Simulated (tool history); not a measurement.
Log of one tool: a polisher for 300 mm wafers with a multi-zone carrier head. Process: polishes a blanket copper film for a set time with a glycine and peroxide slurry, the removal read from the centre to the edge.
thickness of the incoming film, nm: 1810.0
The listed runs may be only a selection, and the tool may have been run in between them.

run  hour  flow of slurry (ml/min)  pressure of the head's centre zone  pressure of the head's middle zone  pressure of the head's edge zone  polishing time (s)  film removed at the wafer's centre (Å)  film removed at mid-radius (Å)  film removed at the wafer's edge (Å)
  1   0.0                      270                                1.00                                1.00                              1.00                  32                                  1357.6                          1369.1                                1349.2
  2   7.9                      270                                1.00                                1.00                              1.00                  35                                  1467.8                          1500.0                                1457.8
  3  15.5                      270                                0.92                                1.00                              1.00                  35                                  1399.6                          1459.2                                1466.7
  4  20.8                      295                                0.92                                1.00                              1.00                  35                                  1344.6                          1486.4                                1500.8
  5  24.3                      305                                0.95                                1.00                              1.03                  36                                  1493.9                          1509.4                                1523.8
  6  29.4                      305                                0.99                                1.00                              1.03                  36                                  1519.1                          1504.8                                1579.4
  7  33.9                      320                                0.98                                1.02                              1.04                  36                                  1514.4                          1582.7                                1559.6
  8  38.8                      320                                0.98                                1.02                              1.04                  36                                  1506.3                          1600.6                                1586.0
  9  40.1                      335                                0.97                                1.02                              1.06                  36                                  1479.2                          1591.6                                1595.2

Run 10 is up next; what results do you expect?
 10  43.9                      345                                0.97                                1.02                              1.08                  36                                       ?                               ?                                     ?

{"run 10": {"film removed at the wafer's centre (Å)": 1509.9, "film removed at mid-radius (Å)": 1616.6, "film removed at the wafer's edge (Å)": 1638.1}}
